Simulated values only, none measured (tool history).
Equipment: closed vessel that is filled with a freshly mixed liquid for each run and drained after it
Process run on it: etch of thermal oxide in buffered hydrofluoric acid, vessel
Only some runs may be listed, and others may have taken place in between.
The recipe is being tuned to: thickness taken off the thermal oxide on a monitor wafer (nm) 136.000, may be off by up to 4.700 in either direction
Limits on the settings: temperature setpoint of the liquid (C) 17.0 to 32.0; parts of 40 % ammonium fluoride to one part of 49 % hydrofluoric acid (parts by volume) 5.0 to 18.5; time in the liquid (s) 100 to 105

run	hour	temperature setpoint of the liquid (C)	parts of 40 % ammonium fluoride to one part of 49 % hydrofluoric acid (parts by volume)	time in the liquid (s)	thickness taken off the thermal oxide on a monitor wafer (nm)
1	0.0	24.0	11.5	100	112.750
2	3.5	24.0	11.5	105	119.410
3	7.9	24.0	13.5	105	99.345
4	11.6	24.0	16.5	105	82.455
5	16.2	27.5	16.5	105	99.203
6	24.0	29.0	16.0	105	109.510
7	27.6	32.0	14.5	105	140.970
8	30.9	32.0	14.5	105	141.160

4 candidate next runs follow, results not yet known. Just one meets every target within its allowed miss. Identify it.
A	34.2	30.5	15.0	105	?
B	34.2	29.0	14.0	105	?
C	34.2	28.0	11.5	100	?
D	34.2	32.0	13.5	100	?

move	thickness taken off the thermal oxide on a monitor wafer (nm)
A	128.940
B	127.480
C	139.550
D	147.220
A: the result that was furthest off in the last run now lies on the other side of its target
B: the result that was furthest off in the last run now lies on the other side of its target
C: every result within its allowed miss
D: moves away from the targets compared with the last run
Correct choice: C, which meets every target

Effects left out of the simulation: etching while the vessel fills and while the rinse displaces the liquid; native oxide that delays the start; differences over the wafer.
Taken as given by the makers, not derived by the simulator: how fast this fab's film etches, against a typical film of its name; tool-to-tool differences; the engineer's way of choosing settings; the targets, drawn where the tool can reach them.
